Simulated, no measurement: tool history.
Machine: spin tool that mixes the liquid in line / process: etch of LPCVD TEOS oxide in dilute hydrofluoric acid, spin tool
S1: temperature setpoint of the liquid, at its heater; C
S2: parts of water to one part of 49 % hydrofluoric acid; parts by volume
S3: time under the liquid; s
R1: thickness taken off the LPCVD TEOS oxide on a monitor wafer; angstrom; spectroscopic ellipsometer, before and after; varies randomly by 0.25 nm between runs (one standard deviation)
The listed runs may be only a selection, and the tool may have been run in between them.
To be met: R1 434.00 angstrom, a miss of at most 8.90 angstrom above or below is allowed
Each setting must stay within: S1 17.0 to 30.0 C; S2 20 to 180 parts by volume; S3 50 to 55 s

Run 1, hour 0.0: S1 22.0 C, S2 100 parts by volume, S3 50 s. Result: R1 172.68 angstrom.
Run 2, hour 2.4: S1 20.5 C, S2 100 parts by volume, S3 50 s. Result: R1 162.80 angstrom.
Run 3, hour 4.2: S1 20.5 C, S2 135 parts by volume, S3 50 s. Result: R1 116.68 angstrom.
Run 4, hour 5.1: S1 20.5 C, S2 135 parts by volume, S3 50 s. Result: R1 116.86 angstrom.
Run 5, hour 6.3: S1 22.0 C, S2 135 parts by volume, S3 50 s. Result: R1 122.50 angstrom.
Run 6, hour 6.9: S1 24.5 C, S2 100 parts by volume, S3 50 s. Result: R1 190.59 angstrom.
Run 7, hour 9.2: S1 26.5 C, S2 80 parts by volume, S3 50 s. Result: R1 267.74 angstrom.
Run 8, hour 9.9: S1 27.5 C, S2 70 parts by volume, S3 50 s. Result: R1 319.34 angstrom.
Run 9, hour 16.0: S1 30.0 C, S2 50 parts by volume, S3 50 s. Result: R1 507.90 angstrom.
Run 10, hour 18.8: S1 29.0 C, S2 50 parts by volume, S3 50 s. Result: R1 491.43 angstrom.
Run 11, hour 26.8: S1 28.0 C, S2 50 parts by volume, S3 50 s. Result: R1 469.07 angstrom.
Run 12, hour 35.6: S1 27.5 C, S2 50 parts by volume, S3 50 s. Result: R1 467.42 angstrom.
Run 13, hour 42.2: S1 25.0 C, S2 50 parts by volume, S3 50 s. Result: R1 417.25 angstrom.

4 next moves are on the table. One of them brings every result within its allowed miss. Which?
Run A, hour 48.8: S1 22.0 C, S2 50 parts by volume, S3 55 s. Result: R1 ?.
Run B, hour 48.8: S1 21.5 C, S2 45 parts by volume, S3 50 s. Result: R1 ?.
Run C, hour 48.8: S1 26.0 C, S2 55 parts by volume, S3 55 s. Result: R1 ?.
Run D, hour 48.8: S1 22.0 C, S2 45 parts by volume, S3 50 s. Result: R1 ?.

move      R1
   A  406.10
   B  404.21
   C  432.23
   D  412.80
A: the biggest miss grows against the last run
B: the biggest miss grows against the last run
C: meets every target
D: the biggest miss grows against the last run
Move C is the one to make.
